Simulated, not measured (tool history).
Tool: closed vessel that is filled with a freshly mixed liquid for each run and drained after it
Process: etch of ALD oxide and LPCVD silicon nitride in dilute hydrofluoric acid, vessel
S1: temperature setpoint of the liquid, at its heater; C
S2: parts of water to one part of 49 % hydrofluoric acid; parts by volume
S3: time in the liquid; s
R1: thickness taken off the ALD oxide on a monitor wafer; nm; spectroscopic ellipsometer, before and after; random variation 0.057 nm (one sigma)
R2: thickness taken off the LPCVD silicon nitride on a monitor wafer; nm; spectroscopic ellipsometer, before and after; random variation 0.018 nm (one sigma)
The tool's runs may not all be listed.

run 1 hour=0.0 | S1=22.0 S2=85 S3=60 | R1=11.4490 R2=0.33876
run 2 hour=2.3 | S1=21.5 S2=90 S3=60 | R1=10.4870 R2=0.35228
run 3 hour=8.6 | S1=23.5 S2=90 S3=60 | R1=11.3920 R2=0.35831
run 4 hour=16.4 | S1=23.5 S2=90 S3=85 | R1=16.2430 R2=0.56047
run 5 hour=25.2 | S1=23.5 S2=80 S3=85 | R1=18.3920 R2=0.44126
run 6 hour=30.8 | S1=20.0 S2=80 S3=85 | R1=16.0710 R2=0.46468
run 7 hour=36.8 | S1=20.0 S2=85 S3=85 | R1=14.9550 R2=0.46399
run 8 hour=43.5 | S1=20.0 S2=85 S3=85 | R1=14.9320 R2=0.43828
run 9 hour=45.4 | S1=18.0 S2=115 S3=85 | R1=9.9427 R2=0.27827

The next listed run, before its measurement:
run 10 hour=54.3 | S1=18.0 S2=120 S3=85 | R1=? R2=?

{"run 10": {"R1": 9.3001, "R2": 0.29822}}

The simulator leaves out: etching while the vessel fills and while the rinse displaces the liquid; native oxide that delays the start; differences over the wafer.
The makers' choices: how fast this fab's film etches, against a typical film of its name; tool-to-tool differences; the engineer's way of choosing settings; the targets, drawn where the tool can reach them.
